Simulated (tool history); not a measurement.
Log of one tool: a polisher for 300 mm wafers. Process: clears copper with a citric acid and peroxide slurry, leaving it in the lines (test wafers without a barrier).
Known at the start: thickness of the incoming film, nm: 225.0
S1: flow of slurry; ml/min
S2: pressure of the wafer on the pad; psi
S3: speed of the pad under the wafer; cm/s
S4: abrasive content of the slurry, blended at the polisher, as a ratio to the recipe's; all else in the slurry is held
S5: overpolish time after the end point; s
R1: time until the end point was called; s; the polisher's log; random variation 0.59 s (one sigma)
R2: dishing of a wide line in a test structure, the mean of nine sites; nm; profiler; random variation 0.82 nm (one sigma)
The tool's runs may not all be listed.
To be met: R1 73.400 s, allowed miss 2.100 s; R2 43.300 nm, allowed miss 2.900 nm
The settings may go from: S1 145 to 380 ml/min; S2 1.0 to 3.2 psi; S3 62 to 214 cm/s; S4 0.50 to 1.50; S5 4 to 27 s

run  hour   S1   S2   S3    S4  S5       R1      R2
  1   0.0  245  2.1  138  1.00  14  108.960  21.054
  2   4.0  245  2.1  138  1.00  17  109.650  24.815
  3   9.8  245  2.1  114  1.00  17  133.390  21.208
  4  18.0  245  1.6  114  1.00  17  171.500  17.215
  5  21.2  245  1.6  114  0.90  17  172.750  16.290
  6  24.4  245  1.6  114  0.80  17  176.570  16.318
  7  32.4  255  2.2  136  0.75  20  109.310  28.979
  8  40.6  260  2.3  136  0.75  20  105.490  29.571
  9  43.7  260  2.4  136  0.75  20  101.820  30.505
 10  48.2  260  2.5  136  0.75  20   98.484  33.026
 11  52.9  260  2.6  136  0.75  20   92.664  32.984
 12  55.3  260  2.7  136  0.75  20   90.593  34.349
 13  62.7  275  3.2  138  0.75  20   74.961  39.216

Which of these 4 next moves meets every target?
  A  70.1  285  3.2  138  0.55  19   ?   ?
  B  70.1  355  2.7  166  0.50  17   ?   ?
  C  70.1  295  3.0  142  0.70  18   ?   ?
  D  70.1  260  3.2  140  0.80  22   ?   ?

move      R1      R2
   A  77.453  37.288
   B  75.886  34.329
   C  77.256  35.639
   D  72.941  44.021
A: further off than the last run
B: further off than the last run
C: further off than the last run
D: meets every target
The right move is D.
